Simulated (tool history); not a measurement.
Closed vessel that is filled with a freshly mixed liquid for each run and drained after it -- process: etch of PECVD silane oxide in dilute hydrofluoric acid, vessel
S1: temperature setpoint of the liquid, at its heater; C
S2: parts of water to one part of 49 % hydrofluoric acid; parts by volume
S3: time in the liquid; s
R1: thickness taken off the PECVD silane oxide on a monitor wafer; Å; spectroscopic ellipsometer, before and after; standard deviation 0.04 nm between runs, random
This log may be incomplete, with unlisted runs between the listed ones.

run 1 hour=0 | S1=21 S2=220 S3=95 | R1=55.292
run 2 hour=7.1 | S1=21 S2=245 S3=95 | R1=48.878
run 3 hour=11.3 | S1=24 S2=245 S3=95 | R1=54.502
run 4 hour=12.9 | S1=24.5 S2=245 S3=95 | R1=55.108
run 5 hour=16.8 | S1=24.5 S2=245 S3=65 | R1=37.431
run 6 hour=24.3 | S1=24.5 S2=230 S3=65 | R1=41.01
run 7 hour=26.2 | S1=24.5 S2=210 S3=65 | R1=46.229
-- hour=30.1 hydrofluoric acid flow meter replaced
run 8 hour=30.1 | S1=24.5 S2=200 S3=65 | R1=45.624

The next listed run, before its measurement:
run 9 hour=36.7 | S1=24.5 S2=180 S3=65 | R1=?

R1: 52.192 Å
